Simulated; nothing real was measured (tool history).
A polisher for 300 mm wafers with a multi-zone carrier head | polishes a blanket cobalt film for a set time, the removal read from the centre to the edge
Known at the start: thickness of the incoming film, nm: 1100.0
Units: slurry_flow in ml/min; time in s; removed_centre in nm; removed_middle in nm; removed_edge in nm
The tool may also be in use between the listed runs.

| run | hour | slurry_flow | centre_zone | middle_zone | edge_zone | time | removed_centre | removed_middle | removed_edge |
|---|---|---|---|---|---|---|---|---|---|
| 1 | 0 | 230 | 1 | 1 | 1 | 44 | 214.08 | 213.74 | 220.05 |
| 2 | 6.8 | 225 | 0.99 | 1 | 0.98 | 43 | 205.36 | 207.78 | 215.79 |
| 3 | 8.6 | 225 | 0.99 | 0.95 | 0.98 | 43 | 209.58 | 199.54 | 212.73 |
| 4 | 9.4 | 225 | 0.99 | 0.96 | 0.96 | 42 | 201.43 | 200.9 | 209.67 |
| 5 | 14.5 | 225 | 0.99 | 0.96 | 0.95 | 41 | 199.29 | 193.77 | 198.67 |
| 6 | 22.2 | 225 | 1.05 | 0.96 | 0.95 | 41 | 208.26 | 193.74 | 201.28 |
| 7 | 28.3 | 220 | 1.04 | 0.96 | 0.94 | 41 | 207.34 | 193.7 | 198.93 |
| 8 | 30.3 | 215 | 1.03 | 0.96 | 0.93 | 41 | 200.51 | 194.94 | 198.93 |

Forecast run 9:
| 9 | 35.4 | 190 | 0.99 | 0.98 | 0.83 | 37 | ? | ? | ? |

{"run 9": {"removed_centre": 171.78, "removed_middle": 174.63, "removed_edge": 169.85}}

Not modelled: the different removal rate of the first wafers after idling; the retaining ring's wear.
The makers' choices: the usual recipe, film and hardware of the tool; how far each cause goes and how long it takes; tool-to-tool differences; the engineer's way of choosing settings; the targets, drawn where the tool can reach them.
